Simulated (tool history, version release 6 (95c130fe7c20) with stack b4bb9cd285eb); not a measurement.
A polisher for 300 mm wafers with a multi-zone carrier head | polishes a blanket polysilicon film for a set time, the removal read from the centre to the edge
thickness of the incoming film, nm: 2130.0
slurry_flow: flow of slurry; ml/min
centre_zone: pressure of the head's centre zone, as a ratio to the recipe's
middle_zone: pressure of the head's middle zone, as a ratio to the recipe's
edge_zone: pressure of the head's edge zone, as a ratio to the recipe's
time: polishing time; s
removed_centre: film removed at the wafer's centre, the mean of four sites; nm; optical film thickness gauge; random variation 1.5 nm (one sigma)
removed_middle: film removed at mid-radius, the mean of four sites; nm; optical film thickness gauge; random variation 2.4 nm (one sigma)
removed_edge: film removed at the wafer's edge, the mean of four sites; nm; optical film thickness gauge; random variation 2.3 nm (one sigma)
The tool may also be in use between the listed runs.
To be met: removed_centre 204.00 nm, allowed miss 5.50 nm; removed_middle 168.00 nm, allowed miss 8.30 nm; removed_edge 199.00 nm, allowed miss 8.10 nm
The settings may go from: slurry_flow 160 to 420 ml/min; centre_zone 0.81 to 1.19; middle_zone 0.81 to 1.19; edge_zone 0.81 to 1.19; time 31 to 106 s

Run 1, hour 0.0: slurry_flow 270 ml/min, centre_zone 1.00, middle_zone 1.00, edge_zone 1.00, time 68 s. Result: removed_centre 322.79 nm, removed_middle 327.27 nm, removed_edge 331.16 nm.
Run 2, hour 7.6: slurry_flow 330 ml/min, centre_zone 1.00, middle_zone 1.00, edge_zone 1.00, time 68 s. Result: removed_centre 328.47 nm, removed_middle 323.64 nm, removed_edge 328.12 nm.
Run 3, hour 10.4: slurry_flow 330 ml/min, centre_zone 1.06, middle_zone 1.00, edge_zone 1.00, time 68 s. Result: removed_centre 348.21 nm, removed_middle 320.48 nm, removed_edge 336.99 nm.
Run 4, hour 16.6: slurry_flow 330 ml/min, centre_zone 1.06, middle_zone 1.00, edge_zone 0.97, time 68 s. Result: removed_centre 350.18 nm, removed_middle 326.77 nm, removed_edge 329.58 nm.
Run 5, hour 25.3: slurry_flow 335 ml/min, centre_zone 1.05, middle_zone 0.96, edge_zone 0.98, time 59 s. Result: removed_centre 297.51 nm, removed_middle 268.04 nm, removed_edge 287.42 nm.
Run 6, hour 31.5: slurry_flow 335 ml/min, centre_zone 0.98, middle_zone 0.96, edge_zone 0.98, time 59 s. Result: removed_centre 281.73 nm, removed_middle 274.08 nm, removed_edge 286.66 nm.
Run 7, hour 38.9: slurry_flow 345 ml/min, centre_zone 0.99, middle_zone 0.93, edge_zone 0.97, time 53 s. Result: removed_centre 253.89 nm, removed_middle 238.12 nm, removed_edge 255.31 nm.
Run 8, hour 42.0: slurry_flow 350 ml/min, centre_zone 1.00, middle_zone 0.90, edge_zone 0.96, time 49 s. Result: removed_centre 242.57 nm, removed_middle 216.84 nm, removed_edge 236.17 nm.
Run 9, hour 51.0: slurry_flow 355 ml/min, centre_zone 1.00, middle_zone 0.88, edge_zone 0.97, time 46 s. Result: removed_centre 226.08 nm, removed_middle 195.40 nm, removed_edge 220.79 nm.
Run 10, hour 52.4: slurry_flow 355 ml/min, centre_zone 0.99, middle_zone 0.86, edge_zone 0.97, time 45 s. Result: removed_centre 217.17 nm, removed_middle 188.80 nm, removed_edge 222.20 nm.
Run 11, hour 60.0: slurry_flow 355 ml/min, centre_zone 0.99, middle_zone 0.85, edge_zone 0.95, time 44 s. Result: removed_centre 214.70 nm, removed_middle 183.82 nm, removed_edge 210.82 nm.
Run 12, hour 66.6: slurry_flow 350 ml/min, centre_zone 0.99, middle_zone 0.84, edge_zone 0.95, time 44 s. Result: removed_centre 214.30 nm, removed_middle 182.62 nm, removed_edge 211.40 nm.
Run 13, hour 68.8: slurry_flow 350 ml/min, centre_zone 0.99, middle_zone 0.83, edge_zone 0.95, time 43 s. Result: removed_centre 207.39 nm, removed_middle 175.96 nm, removed_edge 207.68 nm.
At hour 70.9: worn pad replaced by a new one.
Run 14, hour 70.9: slurry_flow 350 ml/min, centre_zone 0.99, middle_zone 0.82, edge_zone 0.94, time 43 s. Result: removed_centre 227.33 nm, removed_middle 191.02 nm, removed_edge 230.97 nm.
Run 15, hour 78.4: slurry_flow 365 ml/min, centre_zone 0.99, middle_zone 0.83, edge_zone 0.95, time 43 s. Result: removed_centre 228.35 nm, removed_middle 192.00 nm, removed_edge 230.46 nm.
Run 16, hour 86.0: slurry_flow 355 ml/min, centre_zone 1.00, middle_zone 0.83, edge_zone 0.95, time 43 s. Result: removed_centre 229.85 nm, removed_middle 188.52 nm, removed_edge 228.13 nm.

Which of these 4 next moves meets every target?
Run A, hour 93.6: slurry_flow 385 ml/min, centre_zone 1.13, middle_zone 0.81, edge_zone 0.86, time 35 s. Result: removed_centre ?, removed_middle ?, removed_edge ?.
Run B, hour 93.6: slurry_flow 375 ml/min, centre_zone 1.07, middle_zone 0.83, edge_zone 0.90, time 38 s. Result: removed_centre ?, removed_middle ?, removed_edge ?.
Run C, hour 93.6: slurry_flow 335 ml/min, centre_zone 0.94, middle_zone 1.18, edge_zone 0.85, time 39 s. Result: removed_centre ?, removed_middle ?, removed_edge ?.
Run D, hour 93.6: slurry_flow 410 ml/min, centre_zone 0.98, middle_zone 0.81, edge_zone 0.88, time 38 s. Result: removed_centre ?, removed_middle ?, removed_edge ?.

move  removed_centre  removed_middle  removed_edge
   A          213.40          155.79        179.51
   B          218.88          172.27        198.33
   C          195.82          235.99        196.51
   D          201.68          170.01        197.44
A: nearer than the last run, and not there yet
B: nearer than the last run, and not there yet
C: takes the result that was furthest off past its target
D: meets every target
The right move is D.
